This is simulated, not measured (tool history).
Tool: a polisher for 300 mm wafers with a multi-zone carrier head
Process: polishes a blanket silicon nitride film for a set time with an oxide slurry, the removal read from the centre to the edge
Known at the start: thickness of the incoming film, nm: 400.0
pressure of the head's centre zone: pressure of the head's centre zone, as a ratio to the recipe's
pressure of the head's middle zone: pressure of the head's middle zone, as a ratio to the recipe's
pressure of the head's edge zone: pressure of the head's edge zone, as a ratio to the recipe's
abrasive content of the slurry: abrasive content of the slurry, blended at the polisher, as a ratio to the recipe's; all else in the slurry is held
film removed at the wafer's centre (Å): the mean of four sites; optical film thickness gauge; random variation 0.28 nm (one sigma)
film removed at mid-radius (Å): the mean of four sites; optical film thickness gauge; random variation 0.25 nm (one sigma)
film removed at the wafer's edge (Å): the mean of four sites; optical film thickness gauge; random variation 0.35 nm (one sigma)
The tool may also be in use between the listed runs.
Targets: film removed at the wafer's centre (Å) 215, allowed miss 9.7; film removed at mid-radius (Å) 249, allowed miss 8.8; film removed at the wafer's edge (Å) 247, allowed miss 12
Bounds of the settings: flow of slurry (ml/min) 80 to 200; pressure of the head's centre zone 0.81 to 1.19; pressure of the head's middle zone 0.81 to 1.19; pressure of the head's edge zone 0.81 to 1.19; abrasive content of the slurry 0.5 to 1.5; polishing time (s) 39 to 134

run  hour  flow of slurry (ml/min)  pressure of the head's centre zone  pressure of the head's middle zone  pressure of the head's edge zone  abrasive content of the slurry  polishing time (s)  film removed at the wafer's centre (Å)  film removed at mid-radius (Å)  film removed at the wafer's edge (Å)
  1     0                      130                                   1                                   1                                 1                               1                  86                                  412.97                          415.76                                 438.5
  2     4                      130                                0.99                                   1                              0.99                            0.95                  84                                  387.42                           391.1                                 404.3
  3     8                      130                                0.99                                   1                              0.91                            0.95                  84                                  395.43                          382.45                                388.41
  4   8.6                      155                                0.99                                   1                              0.91                            0.95                  84                                  401.09                          397.48                                402.67
  5   9.3                      155                                1.06                                   1                              0.91                            0.95                  84                                  419.77                             405                                399.39
  6  14.4                      155                                1.04                                1.01                              0.92                             0.9                  81                                  390.32                          369.47                                378.73
     20.6  -- edge zone pressure recalibrated
  7  20.6                      155                                1.02                                1.03                              0.92                            0.85                  79                                  360.57                          361.06                                   343
  8  26.7                      155                                   1                                1.03                              0.93                             0.8                  78                                   328.7                          343.74                                322.43
  9    34                      155                                0.98                                1.02                              0.93                            0.75                  78                                  310.61                          318.61                                305.02
 10  42.4                      155                                0.96                                1.02                              0.94                            0.75                  78                                  306.13                          319.97                                313.69
 11  44.2                      155                                0.95                                1.02                              0.94                             0.7                  78                                  284.92                          306.28                                295.54
 12  50.4                      155                                0.94                                1.02                              0.94                             0.7                  78                                  279.96                          303.97                                292.93
 13  54.2                      155                                0.93                                1.02                              0.94                             0.7                  78                                   284.5                          300.98                                295.46
 14  60.7                      120                                0.83                                1.02                              0.87                             0.5                  77                                  173.28                          213.82                                200.43
 15  67.8                      125                                0.83                                1.02                              0.88                             0.5                  77                                  173.04                          211.92                                202.64
 16  73.3                      130                                0.83                                1.02                              0.89                             0.5                  77                                  174.61                          219.52                                207.64
 17    82                      135                                0.83                                1.01                              0.89                             0.5                  77                                  174.45                          211.46                                205.06
 18  86.4                      135                                0.84                                1.01                               0.9                             0.5                  77                                  176.62                          216.08                                204.85
 19  93.7                      135                                0.85                                1.01                              0.92                             0.5                  77                                  176.85                          214.93                                208.36
 20  96.3                      140                                0.85                                1.01                              0.93                             0.5                  77                                  179.11                          214.97                                207.85
 21  99.8                      145                                0.85                                1.01                              0.94                             0.5                  77                                  178.16                          217.12                                 212.6

5 next moves are on the table. One of them brings every result within its allowed miss. Which?
  A  103.3                      185                                0.98                                1.16                              0.83                             0.6                  69                                       ?                               ?                                     ?
  B  103.3                       85                                0.91                                1.05                                 1                            0.65                  71                                       ?                               ?                                     ?
  C  103.3                      105                                0.89                                0.82                              1.02                             0.8                  56                                       ?                               ?                                     ?
  D  103.3                      170                                1.01                                1.13                              0.83                            0.65                  67                                       ?                               ?                                     ?
  E  103.3                      155                                0.85                                1.11                              0.94                             0.5                  89                                       ?                               ?                                     ?

move  film removed at the wafer's centre (Å)  film removed at mid-radius (Å)  film removed at the wafer's edge (Å)
   A                                  232.21                          269.66                                218.96
   B                                   212.3                          247.14                                245.83
   C                                  198.06                          191.32                                234.73
   D                                  246.37                          271.86                                226.56
   E                                  211.08                          272.63                                244.84
A: takes the result that was furthest off past its target
B: meets every target
C: further off than the last run
D: takes the result that was furthest off past its target
E: brings the result that was furthest off to its target, and leaves another outside
Move B is the one to make.
